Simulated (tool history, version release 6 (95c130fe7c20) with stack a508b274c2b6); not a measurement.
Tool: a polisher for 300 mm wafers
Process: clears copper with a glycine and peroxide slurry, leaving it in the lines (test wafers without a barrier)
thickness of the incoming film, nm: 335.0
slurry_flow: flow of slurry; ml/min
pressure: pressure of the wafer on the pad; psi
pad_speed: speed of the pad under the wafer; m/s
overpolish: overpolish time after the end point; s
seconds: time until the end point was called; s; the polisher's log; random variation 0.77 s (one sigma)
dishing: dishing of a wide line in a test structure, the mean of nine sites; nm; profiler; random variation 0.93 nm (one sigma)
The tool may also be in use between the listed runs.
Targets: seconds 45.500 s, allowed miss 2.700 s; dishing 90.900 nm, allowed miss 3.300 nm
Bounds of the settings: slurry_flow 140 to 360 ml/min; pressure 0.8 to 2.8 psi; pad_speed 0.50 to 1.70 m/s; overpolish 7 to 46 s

run 1 hour=0.0 | slurry_flow=230 pressure=1.8 pad_speed=1.10 overpolish=24 | seconds=75.644 dishing=65.628
run 2 hour=1.1 | slurry_flow=230 pressure=2.1 pad_speed=1.14 overpolish=23 | seconds=66.462 dishing=70.253
run 3 hour=7.1 | slurry_flow=230 pressure=2.3 pad_speed=1.20 overpolish=23 | seconds=57.089 dishing=75.356
run 4 hour=9.1 | slurry_flow=210 pressure=2.3 pad_speed=1.20 overpolish=23 | seconds=58.169 dishing=75.076
run 5 hour=14.6 | slurry_flow=210 pressure=2.3 pad_speed=0.96 overpolish=23 | seconds=72.737 dishing=68.367
run 6 hour=15.8 | slurry_flow=210 pressure=2.0 pad_speed=0.96 overpolish=23 | seconds=78.407 dishing=61.567
run 7 hour=21.0 | slurry_flow=220 pressure=2.2 pad_speed=1.06 overpolish=23 | seconds=67.358 dishing=68.776
run 8 hour=29.1 | slurry_flow=225 pressure=2.4 pad_speed=1.12 overpolish=23 | seconds=58.318 dishing=76.392
run 9 hour=35.7 | slurry_flow=240 pressure=2.5 pad_speed=1.12 overpolish=23 | seconds=57.091 dishing=78.429
run 10 hour=43.9 | slurry_flow=240 pressure=2.6 pad_speed=1.16 overpolish=23 | seconds=53.793 dishing=80.352
run 11 hour=45.1 | slurry_flow=240 pressure=2.6 pad_speed=1.16 overpolish=23 | seconds=54.676 dishing=81.822
run 12 hour=45.9 | slurry_flow=240 pressure=2.7 pad_speed=1.20 overpolish=23 | seconds=50.993 dishing=85.582
run 13 hour=47.1 | slurry_flow=240 pressure=2.7 pad_speed=1.22 overpolish=23 | seconds=48.184 dishing=85.511

Which of these 5 next moves meets every target?
run A hour=48.3 | slurry_flow=225 pressure=2.8 pad_speed=1.30 overpolish=23 | seconds=? dishing=?
run B hour=48.3 | slurry_flow=215 pressure=2.7 pad_speed=1.30 overpolish=22 | seconds=? dishing=?
run C hour=48.3 | slurry_flow=240 pressure=2.8 pad_speed=1.32 overpolish=26 | seconds=? dishing=?
run D hour=48.3 | slurry_flow=245 pressure=2.5 pad_speed=1.32 overpolish=22 | seconds=? dishing=?
run E hour=48.3 | slurry_flow=245 pressure=2.5 pad_speed=1.26 overpolish=26 | seconds=? dishing=?

move=A seconds=45.499 dishing=89.579
move=B seconds=47.205 dishing=84.809
move=C seconds=44.568 dishing=97.387
move=D seconds=48.989 dishing=82.081
move=E seconds=50.952 dishing=89.024
A: meets every target
B: further off than the last run
C: takes the result that was furthest off past its target
D: further off than the last run
E: brings the result that was furthest off to its target, and leaves another outside
Move A is the one to make.

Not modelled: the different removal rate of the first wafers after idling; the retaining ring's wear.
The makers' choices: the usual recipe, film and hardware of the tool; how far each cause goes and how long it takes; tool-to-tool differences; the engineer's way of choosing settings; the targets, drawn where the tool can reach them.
